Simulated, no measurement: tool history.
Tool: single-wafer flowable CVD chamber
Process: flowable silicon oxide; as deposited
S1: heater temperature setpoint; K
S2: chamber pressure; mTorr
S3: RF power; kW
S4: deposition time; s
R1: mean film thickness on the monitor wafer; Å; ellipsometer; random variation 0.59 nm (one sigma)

run  hour      S1   S2     S3    S4      R1
  1     0  368.15  652  2.145  1110    5874
  2     6  375.15  650  2.145  1110  4483.7
  3  14.7  379.15  649  2.145  1110  3842.1
  4  18.6  379.15  688  2.145  1110  4083.3
  5  27.4  382.15  687  2.145  1110  3650.3
  6  32.5  382.15  687  2.005  1110  3602.8
  7  37.3  384.15  687  2.005  1110  3354.3

Forecast run 8:
  8  45.4  385.15  687  2.005  1110   ?

R1: 3251.3 Å
